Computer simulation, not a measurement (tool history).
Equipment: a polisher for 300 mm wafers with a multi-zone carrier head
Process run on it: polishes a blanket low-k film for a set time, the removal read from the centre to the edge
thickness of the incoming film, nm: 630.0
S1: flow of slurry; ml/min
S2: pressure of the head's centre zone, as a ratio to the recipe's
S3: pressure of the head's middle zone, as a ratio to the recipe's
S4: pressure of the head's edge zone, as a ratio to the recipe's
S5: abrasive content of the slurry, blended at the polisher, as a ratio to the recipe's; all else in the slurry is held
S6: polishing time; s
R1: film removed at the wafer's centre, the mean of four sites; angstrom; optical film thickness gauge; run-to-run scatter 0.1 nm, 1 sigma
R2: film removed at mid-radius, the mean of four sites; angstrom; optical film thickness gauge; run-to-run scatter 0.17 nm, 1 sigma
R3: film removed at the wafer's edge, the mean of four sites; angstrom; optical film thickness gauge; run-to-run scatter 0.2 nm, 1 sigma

{"run": 1, "hour": 0.0, "S1": 205, "S2": 1.0, "S3": 1.0, "S4": 1.0, "S5": 1.0, "S6": 48, "R1": 152.59, "R2": 153.26, "R3": 154.94}
{"run": 2, "hour": 1.7, "S1": 205, "S2": 1.0, "S3": 1.0, "S4": 1.0, "S5": 1.0, "S6": 55, "R1": 175.91, "R2": 173.25, "R3": 176.78}
{"run": 3, "hour": 7.7, "S1": 205, "S2": 1.0, "S3": 1.0, "S4": 1.03, "S5": 1.0, "S6": 55, "R1": 175.61, "R2": 181.93, "R3": 177.63}
{"run": 4, "hour": 8.4, "S1": 205, "S2": 1.0, "S3": 1.0, "S4": 1.03, "S5": 0.85, "S6": 55, "R1": 164.9, "R2": 166.53, "R3": 170.65}
{"run": 5, "hour": 14.7, "S1": 205, "S2": 1.06, "S3": 1.0, "S4": 1.03, "S5": 0.85, "S6": 55, "R1": 173.62, "R2": 167.04, "R3": 169.04}
{"run": 6, "hour": 21.5, "S1": 200, "S2": 1.05, "S3": 0.98, "S4": 1.0, "S5": 0.85, "S6": 55, "R1": 171.95, "R2": 163.07, "R3": 166.06}
{"run": 7, "hour": 28.2, "S1": 195, "S2": 1.05, "S3": 0.95, "S4": 0.98, "S5": 0.8, "S6": 55, "R1": 167.38, "R2": 155.53, "R3": 158.99}

What will run 8 give?
{"run": 8, "hour": 31.9, "S1": 195, "S2": 1.06, "S3": 0.93, "S4": 0.99, "S5": 0.75, "S6": 55, "R1": "?", "R2": "?", "R3": "?"}

R1: 162.15 angstrom
R2: 144.91 angstrom
R3: 157.70 angstrom
